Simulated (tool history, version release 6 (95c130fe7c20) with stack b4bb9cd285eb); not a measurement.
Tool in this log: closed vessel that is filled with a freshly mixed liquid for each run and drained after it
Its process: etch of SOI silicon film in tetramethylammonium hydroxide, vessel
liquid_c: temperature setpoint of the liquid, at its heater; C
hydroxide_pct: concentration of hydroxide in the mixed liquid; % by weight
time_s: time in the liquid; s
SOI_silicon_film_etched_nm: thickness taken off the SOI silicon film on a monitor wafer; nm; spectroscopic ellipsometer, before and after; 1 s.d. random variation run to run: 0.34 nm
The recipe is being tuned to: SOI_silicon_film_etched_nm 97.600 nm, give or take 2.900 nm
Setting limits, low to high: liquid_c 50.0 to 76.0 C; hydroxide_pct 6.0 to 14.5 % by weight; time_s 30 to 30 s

{"run": 1, "hour": 0.0, "liquid_c": 63.0, "hydroxide_pct": 9.5, "time_s": 30, "SOI_silicon_film_etched_nm": 139.32}
{"run": 2, "hour": 8.8, "liquid_c": 62.0, "hydroxide_pct": 9.5, "time_s": 30, "SOI_silicon_film_etched_nm": 130.82}
{"run": 3, "hour": 11.8, "liquid_c": 61.0, "hydroxide_pct": 9.5, "time_s": 30, "SOI_silicon_film_etched_nm": 122.56}
{"run": 4, "hour": 20.1, "liquid_c": 60.5, "hydroxide_pct": 9.5, "time_s": 30, "SOI_silicon_film_etched_nm": 119.11}
{"run": 5, "hour": 29.0, "liquid_c": 60.5, "hydroxide_pct": 9.5, "time_s": 30, "SOI_silicon_film_etched_nm": 119.36}
{"run": 6, "hour": 36.3, "liquid_c": 60.5, "hydroxide_pct": 8.5, "time_s": 30, "SOI_silicon_film_etched_nm": 124.11}
{"run": 7, "hour": 40.3, "liquid_c": 60.0, "hydroxide_pct": 8.5, "time_s": 30, "SOI_silicon_film_etched_nm": 120.33}
{"run": 8, "hour": 48.4, "liquid_c": 59.5, "hydroxide_pct": 8.5, "time_s": 30, "SOI_silicon_film_etched_nm": 116.11}
{"run": 9, "hour": 53.9, "liquid_c": 59.0, "hydroxide_pct": 8.5, "time_s": 30, "SOI_silicon_film_etched_nm": 112.8}
{"run": 10, "hour": 56.2, "liquid_c": 58.5, "hydroxide_pct": 8.5, "time_s": 30, "SOI_silicon_film_etched_nm": 108.53}
{"run": 11, "hour": 63.9, "liquid_c": 58.0, "hydroxide_pct": 8.5, "time_s": 30, "SOI_silicon_film_etched_nm": 105.56}
{"run": 12, "hour": 68.4, "liquid_c": 57.5, "hydroxide_pct": 8.5, "time_s": 30, "SOI_silicon_film_etched_nm": 101.74}

Next run, 4 choices. One meets every target within its allowed miss, the rest don't. Which?
{"run": "A", "hour": 72.9, "liquid_c": 57.0, "hydroxide_pct": 7.0, "time_s": 30, "SOI_silicon_film_etched_nm": "?"}
{"run": "B", "hour": 72.9, "liquid_c": 57.0, "hydroxide_pct": 7.5, "time_s": 30, "SOI_silicon_film_etched_nm": "?"}
{"run": "C", "hour": 72.9, "liquid_c": 57.5, "hydroxide_pct": 9.5, "time_s": 30, "SOI_silicon_film_etched_nm": "?"}
{"run": "D", "hour": 72.9, "liquid_c": 58.0, "hydroxide_pct": 9.5, "time_s": 30, "SOI_silicon_film_etched_nm": "?"}

move=A SOI_silicon_film_etched_nm=104.630
move=B SOI_silicon_film_etched_nm=102.670
move=C SOI_silicon_film_etched_nm=97.917
move=D SOI_silicon_film_etched_nm=101.080
A: further off than the last run
B: further off than the last run
C: every result within its allowed miss
D: better than the last run, though not everything is in spec
Go with C: it meets all targets.
